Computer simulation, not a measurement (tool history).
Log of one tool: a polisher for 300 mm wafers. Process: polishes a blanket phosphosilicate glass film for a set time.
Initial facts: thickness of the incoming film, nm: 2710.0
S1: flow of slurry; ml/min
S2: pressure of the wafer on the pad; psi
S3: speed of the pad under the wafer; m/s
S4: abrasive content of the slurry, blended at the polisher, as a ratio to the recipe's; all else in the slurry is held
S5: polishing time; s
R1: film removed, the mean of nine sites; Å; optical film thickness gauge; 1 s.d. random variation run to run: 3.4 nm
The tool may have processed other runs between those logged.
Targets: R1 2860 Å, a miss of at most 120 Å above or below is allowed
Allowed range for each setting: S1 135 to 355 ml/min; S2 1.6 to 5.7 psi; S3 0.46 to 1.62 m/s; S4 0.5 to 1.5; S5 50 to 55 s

run 1 hour=0 | S1=225 S2=3.6 S3=1.04 S4=1 S5=55 | R1=5765.6
run 2 hour=1.4 | S1=180 S2=3.6 S3=1.04 S4=1 S5=55 | R1=5794.6
run 3 hour=5.8 | S1=155 S2=3.6 S3=1.04 S4=1 S5=55 | R1=5577.4
run 4 hour=6.8 | S1=135 S2=3.6 S3=1.04 S4=1 S5=55 | R1=5470.3
run 5 hour=10.6 | S1=135 S2=3.6 S3=1.04 S4=1 S5=50 | R1=4931.6
run 6 hour=13.8 | S1=135 S2=3.6 S3=1.04 S4=0.8 S5=50 | R1=4518.7
run 7 hour=18.4 | S1=135 S2=3.3 S3=1.04 S4=0.8 S5=50 | R1=4273.1
run 8 hour=25.5 | S1=135 S2=3 S3=1.04 S4=0.8 S5=50 | R1=3879.4
run 9 hour=27.4 | S1=135 S2=2.8 S3=1.04 S4=0.8 S5=50 | R1=3691.8
run 10 hour=35.8 | S1=135 S2=2.6 S3=1.04 S4=0.8 S5=50 | R1=3371.4
run 11 hour=39.9 | S1=135 S2=2.6 S3=1.04 S4=0.8 S5=50 | R1=3428.9
run 12 hour=44.8 | S1=135 S2=2.5 S3=1.04 S4=0.8 S5=50 | R1=3241.2
run 13 hour=45.8 | S1=135 S2=2.4 S3=1.04 S4=0.8 S5=50 | R1=3238.1
run 14 hour=47.8 | S1=135 S2=2.3 S3=1.04 S4=0.8 S5=50 | R1=3055.8
run 15 hour=52.7 | S1=135 S2=2.3 S3=1.04 S4=0.8 S5=50 | R1=3105.5

5 candidate next runs follow, results not yet known. Just one meets every target within its allowed miss. Identify it.
run A hour=57.6 | S1=170 S2=2.5 S3=0.98 S4=0.6 S5=50 | R1=?
run B hour=57.6 | S1=140 S2=2.1 S3=1.02 S4=0.85 S5=55 | R1=?
run C hour=57.6 | S1=135 S2=2.5 S3=1.08 S4=0.85 S5=50 | R1=?
run D hour=57.6 | S1=135 S2=3 S3=0.96 S4=0.6 S5=51 | R1=?
run E hour=57.6 | S1=150 S2=2.3 S3=1.08 S4=0.85 S5=51 | R1=?

move=A R1=2900.3
move=B R1=3176.8
move=C R1=3484.3
move=D R1=3292.8
move=E R1=3365.6
A: meets every target
B: moves away from the targets compared with the last run
C: moves away from the targets compared with the last run
D: moves away from the targets compared with the last run
E: moves away from the targets compared with the last run
A meets every target.
